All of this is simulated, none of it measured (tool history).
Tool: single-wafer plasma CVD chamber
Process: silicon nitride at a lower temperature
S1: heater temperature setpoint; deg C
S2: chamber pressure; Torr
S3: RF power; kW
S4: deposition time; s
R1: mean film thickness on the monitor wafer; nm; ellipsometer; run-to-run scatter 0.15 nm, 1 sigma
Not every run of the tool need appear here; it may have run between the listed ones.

| run | day | S1 | S2 | S3 | S4 | R1 |
|---|---|---|---|---|---|---|
| 1 | 0 | 335 | 1.46 | 0.325 | 27.3 | 32.608 |
| 2 | 0.321 | 335 | 1.46 | 0.345 | 27.3 | 33.384 |
| 3 | 0.354 | 345 | 1.46 | 0.345 | 27.3 | 33.579 |
| 4 | 0.604 | 345 | 1.57 | 0.35 | 27.3 | 34.372 |
| 5 | 0.633 | 351 | 1.57 | 0.35 | 27.3 | 34.393 |
| 6 | 0.771 | 351 | 1.65 | 0.35 | 27.3 | 34.651 |
| 7 | 0.892 | 351 | 1.73 | 0.355 | 27.3 | 35.628 |

Run 8 comes next. What will it give?
| 8 | 0.921 | 351 | 1.76 | 0.355 | 27.3 | ? |

{"run 8": {"R1": 35.665}}
